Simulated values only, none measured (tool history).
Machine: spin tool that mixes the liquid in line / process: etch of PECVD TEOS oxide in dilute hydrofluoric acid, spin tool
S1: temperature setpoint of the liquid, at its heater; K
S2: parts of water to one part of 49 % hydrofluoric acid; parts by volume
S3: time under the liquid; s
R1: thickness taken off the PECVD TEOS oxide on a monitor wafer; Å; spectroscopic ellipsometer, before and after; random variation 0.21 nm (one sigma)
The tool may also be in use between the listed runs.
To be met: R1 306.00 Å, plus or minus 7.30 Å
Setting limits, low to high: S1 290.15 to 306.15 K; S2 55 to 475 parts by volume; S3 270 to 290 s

run	hour	S1	S2	S3	R1
1	0.0	298.15	265	270	152.19
2	7.1	298.15	345	270	108.03
3	9.4	299.15	325	270	122.21
4	16.7	299.15	325	270	120.16
5	18.8	300.65	325	270	128.45
6	24.4	301.15	305	270	141.38
7	27.0	301.65	290	270	152.45
8	27.8	302.15	275	270	168.66
9	32.4	306.15	170	270	356.82
10	39.8	305.65	170	270	344.15
11	48.3	305.15	170	270	340.23
12	56.4	304.65	170	270	334.25
13	59.9	304.15	170	270	326.96
14	66.8	303.15	170	270	317.69

Next run, 4 choices. One meets every target within its allowed miss, the rest don't. Which?
A	73.7	304.15	180	270	?
B	73.7	305.15	185	290	?
C	73.7	303.15	165	270	?
D	73.7	303.65	185	270	?

move	R1
A	304.72
B	327.48
C	327.20
D	289.53
A: in spec on every target
B: further off than the last run
C: further off than the last run
D: the result that was furthest off in the last run now lies on the other side of its target
The move that meets every target is A.
